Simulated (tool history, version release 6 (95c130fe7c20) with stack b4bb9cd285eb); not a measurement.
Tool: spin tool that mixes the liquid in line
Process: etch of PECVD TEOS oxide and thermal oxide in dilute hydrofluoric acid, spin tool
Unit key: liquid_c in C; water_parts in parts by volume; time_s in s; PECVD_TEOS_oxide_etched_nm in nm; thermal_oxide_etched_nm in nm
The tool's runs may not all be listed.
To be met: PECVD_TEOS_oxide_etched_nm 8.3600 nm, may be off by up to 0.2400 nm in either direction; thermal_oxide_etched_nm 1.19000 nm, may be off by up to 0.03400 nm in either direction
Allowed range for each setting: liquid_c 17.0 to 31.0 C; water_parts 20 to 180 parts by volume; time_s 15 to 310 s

Run 1, hour 0.0: liquid_c 23.0 C, water_parts 100 parts by volume, time_s 160 s. Result: PECVD_TEOS_oxide_etched_nm 50.7340 nm, thermal_oxide_etched_nm 7.26010 nm.
Run 2, hour 5.6: liquid_c 21.0 C, water_parts 125 parts by volume, time_s 130 s. Result: PECVD_TEOS_oxide_etched_nm 29.6870 nm, thermal_oxide_etched_nm 4.19050 nm.
Run 3, hour 11.7: liquid_c 21.0 C, water_parts 125 parts by volume, time_s 190 s. Result: PECVD_TEOS_oxide_etched_nm 43.1600 nm, thermal_oxide_etched_nm 6.13630 nm.
Run 4, hour 14.0: liquid_c 18.5 C, water_parts 125 parts by volume, time_s 190 s. Result: PECVD_TEOS_oxide_etched_nm 39.0420 nm, thermal_oxide_etched_nm 5.58240 nm.
Run 5, hour 20.4: liquid_c 18.5 C, water_parts 125 parts by volume, time_s 165 s. Result: PECVD_TEOS_oxide_etched_nm 34.1070 nm, thermal_oxide_etched_nm 4.85270 nm.
Run 6, hour 26.1: liquid_c 18.5 C, water_parts 110 parts by volume, time_s 165 s. Result: PECVD_TEOS_oxide_etched_nm 39.1670 nm, thermal_oxide_etched_nm 5.62700 nm.
Run 7, hour 27.3: liquid_c 18.0 C, water_parts 130 parts by volume, time_s 130 s. Result: PECVD_TEOS_oxide_etched_nm 25.2640 nm, thermal_oxide_etched_nm 3.59430 nm.
Run 8, hour 30.2: liquid_c 17.5 C, water_parts 145 parts by volume, time_s 105 s. Result: PECVD_TEOS_oxide_etched_nm 17.4200 nm, thermal_oxide_etched_nm 2.50880 nm.
Run 9, hour 37.9: liquid_c 17.5 C, water_parts 155 parts by volume, time_s 90 s. Result: PECVD_TEOS_oxide_etched_nm 14.0240 nm, thermal_oxide_etched_nm 1.98760 nm.
Run 10, hour 44.9: liquid_c 17.0 C, water_parts 180 parts by volume, time_s 55 s. Result: PECVD_TEOS_oxide_etched_nm 6.9808 nm, thermal_oxide_etched_nm 1.00340 nm.
Run 11, hour 48.8: liquid_c 18.5 C, water_parts 180 parts by volume, time_s 55 s. Result: PECVD_TEOS_oxide_etched_nm 7.3838 nm, thermal_oxide_etched_nm 1.05260 nm.
At hour 52.3: thermometer replaced.
Run 12, hour 52.3: liquid_c 18.5 C, water_parts 180 parts by volume, time_s 55 s. Result: PECVD_TEOS_oxide_etched_nm 6.9203 nm, thermal_oxide_etched_nm 0.98138 nm.
Run 13, hour 54.4: liquid_c 18.5 C, water_parts 175 parts by volume, time_s 55 s. Result: PECVD_TEOS_oxide_etched_nm 7.2326 nm, thermal_oxide_etched_nm 1.02650 nm.
Run 14, hour 62.8: liquid_c 18.5 C, water_parts 170 parts by volume, time_s 55 s. Result: PECVD_TEOS_oxide_etched_nm 7.4883 nm, thermal_oxide_etched_nm 1.06320 nm.

5 candidate next runs follow, results not yet known. Just one meets every target within its allowed miss. Identify it.
Run A, hour 71.2: liquid_c 22.0 C, water_parts 155 parts by volume, time_s 45 s. Result: PECVD_TEOS_oxide_etched_nm ?, thermal_oxide_etched_nm ?.
Run B, hour 71.2: liquid_c 19.5 C, water_parts 145 parts by volume, time_s 50 s. Result: PECVD_TEOS_oxide_etched_nm ?, thermal_oxide_etched_nm ?.
Run C, hour 71.2: liquid_c 18.5 C, water_parts 165 parts by volume, time_s 55 s. Result: PECVD_TEOS_oxide_etched_nm ?, thermal_oxide_etched_nm ?.
Run D, hour 71.2: liquid_c 23.5 C, water_parts 175 parts by volume, time_s 50 s. Result: PECVD_TEOS_oxide_etched_nm ?, thermal_oxide_etched_nm ?.
Run E, hour 71.2: liquid_c 17.5 C, water_parts 180 parts by volume, time_s 65 s. Result: PECVD_TEOS_oxide_etched_nm ?, thermal_oxide_etched_nm ?.

move  PECVD_TEOS_oxide_etched_nm  thermal_oxide_etched_nm
   A                      7.7357                  1.10030
   B                      8.4127                  1.19660
   C                      7.6565                  1.08900
   D                      7.8897                  1.12220
   E                      7.8541                  1.11710
A: better than the last run, though not everything is in spec
B: meets every target
C: better than the last run, though not everything is in spec
D: better than the last run, though not everything is in spec
E: better than the last run, though not everything is in spec
Go with B: it meets all targets.
